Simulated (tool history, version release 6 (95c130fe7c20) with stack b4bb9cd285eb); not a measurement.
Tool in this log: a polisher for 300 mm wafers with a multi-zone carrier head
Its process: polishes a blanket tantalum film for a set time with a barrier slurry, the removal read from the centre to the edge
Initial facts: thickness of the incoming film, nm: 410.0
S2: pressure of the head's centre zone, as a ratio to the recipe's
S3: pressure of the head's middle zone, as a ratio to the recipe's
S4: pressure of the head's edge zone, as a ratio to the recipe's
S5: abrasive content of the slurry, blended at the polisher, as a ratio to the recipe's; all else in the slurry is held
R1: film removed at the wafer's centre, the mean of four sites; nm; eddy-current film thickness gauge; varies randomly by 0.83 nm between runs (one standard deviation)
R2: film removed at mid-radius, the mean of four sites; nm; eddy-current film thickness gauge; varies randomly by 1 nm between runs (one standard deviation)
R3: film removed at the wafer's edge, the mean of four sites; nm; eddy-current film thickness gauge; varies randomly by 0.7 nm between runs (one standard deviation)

Run 1, hour 0: flow of slurry (ml/min) 305, S2 1, S3 1, S4 1, S5 1, polishing time (s) 58. Result: R1 127.7 nm, R2 123.89 nm, R3 121.72 nm.
Run 2, hour 7.7: flow of slurry (ml/min) 305, S2 1, S3 1, S4 1.03, S5 1, polishing time (s) 58. Result: R1 127.01 nm, R2 123.86 nm, R3 124.81 nm.
Run 3, hour 13.1: flow of slurry (ml/min) 305, S2 0.99, S3 1, S4 0.99, S5 0.9, polishing time (s) 58. Result: R1 121.31 nm, R2 120.53 nm, R3 118.69 nm.
Run 4, hour 16.7: flow of slurry (ml/min) 305, S2 1, S3 1, S4 0.95, S5 0.8, polishing time (s) 57. Result: R1 117.37 nm, R2 115.05 nm, R3 110.98 nm.
Run 5, hour 21.2: flow of slurry (ml/min) 305, S2 1, S3 1.04, S4 0.95, S5 0.8, polishing time (s) 57. Result: R1 116.27 nm, R2 118.78 nm, R3 110.37 nm.
Run 6, hour 23.9: flow of slurry (ml/min) 300, S2 1, S3 1.03, S4 0.92, S5 0.75, polishing time (s) 57. Result: R1 114.73 nm, R2 116.4 nm, R3 107.9 nm.
Run 7, hour 25.7: flow of slurry (ml/min) 300, S2 1, S3 1.03, S4 0.9, S5 0.7, polishing time (s) 56. Result: R1 111.35 nm, R2 112.43 nm, R3 100.96 nm.

Run 8 is up next; what results do you expect?
Run 8, hour 31.8: flow of slurry (ml/min) 260, S2 0.92, S3 0.95, S4 0.81, S5 0.65, polishing time (s) 56. Result: R1 ?, R2 ?, R3 ?.

R1: 96.765 nm
R2: 99.761 nm
R3: 92.693 nm

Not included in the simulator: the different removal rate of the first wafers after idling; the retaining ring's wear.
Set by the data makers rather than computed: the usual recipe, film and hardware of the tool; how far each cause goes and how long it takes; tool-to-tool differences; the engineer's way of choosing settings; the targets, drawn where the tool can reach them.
